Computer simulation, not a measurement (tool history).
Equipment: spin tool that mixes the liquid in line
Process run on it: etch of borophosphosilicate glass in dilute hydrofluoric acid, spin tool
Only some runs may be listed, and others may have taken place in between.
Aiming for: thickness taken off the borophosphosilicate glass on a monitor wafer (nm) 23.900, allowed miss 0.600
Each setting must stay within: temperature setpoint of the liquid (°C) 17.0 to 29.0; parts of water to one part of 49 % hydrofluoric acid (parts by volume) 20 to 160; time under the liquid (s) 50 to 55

run,hour,temperature setpoint of the liquid (°C),parts of water to one part of 49 % hydrofluoric acid (parts by volume),time under the liquid (s),thickness taken off the borophosphosilicate glass on a monitor wafer (nm)
1,0.0,21.0,90,50,30.914
2,4.9,20.5,90,50,30.468
3,12.3,20.0,90,50,29.859
4,13.9,18.5,90,50,28.069
5,17.2,18.5,70,50,37.273
6,24.2,18.5,70,55,40.728
7,26.2,18.5,75,55,37.681
8,27.6,18.5,80,55,35.187
# hour 34.8: thermometer replaced
9,34.8,17.0,110,55,21.245
10,37.8,18.0,110,55,22.285
11,41.9,19.0,110,55,23.017

Next run, 4 choices. One meets every target within its allowed miss, the rest don't. Which?
A,46.0,19.5,110,50,?
B,46.0,20.0,110,50,?
C,46.0,17.5,100,55,?
D,46.0,17.0,100,50,?

move,thickness taken off the borophosphosilicate glass on a monitor wafer (nm)
A,21.182
B,21.619
C,23.842
D,21.223
A: its largest miss is bigger than the last run's
B: its largest miss is bigger than the last run's
C: each result inside its tolerance
D: its largest miss is bigger than the last run's
Correct choice: C, which meets every target
